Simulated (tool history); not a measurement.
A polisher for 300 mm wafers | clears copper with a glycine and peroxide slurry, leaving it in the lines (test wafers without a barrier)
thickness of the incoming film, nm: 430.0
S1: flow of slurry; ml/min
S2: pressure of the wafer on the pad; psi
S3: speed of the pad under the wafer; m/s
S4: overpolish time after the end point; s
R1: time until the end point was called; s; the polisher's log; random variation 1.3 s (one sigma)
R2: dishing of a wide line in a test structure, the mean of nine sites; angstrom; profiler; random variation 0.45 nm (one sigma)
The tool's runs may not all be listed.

run,day,S1,S2,S3,S4,R1,R2
1,0.000,210,1.7,0.80,17,121.25,462.48
2,0.138,210,1.7,0.96,17,108.55,505.66
3,0.479,210,1.7,0.96,24,106.32,676.13
4,0.525,170,1.7,0.96,24,109.75,652.04
5,0.846,170,1.9,0.96,24,103.80,704.32
6,1.008,170,1.9,0.96,20,103.57,609.89
7,1.167,175,1.8,0.96,19,105.50,578.08
8,1.304,205,1.3,0.92,12,132.33,309.93
9,1.579,215,1.3,0.92,12,132.03,306.20

Run 10 comes next. What will it give?
10,1.808,220,1.3,0.92,12,?,?

{"run 10": {"R1": 129.76, "R2": 313.5}}
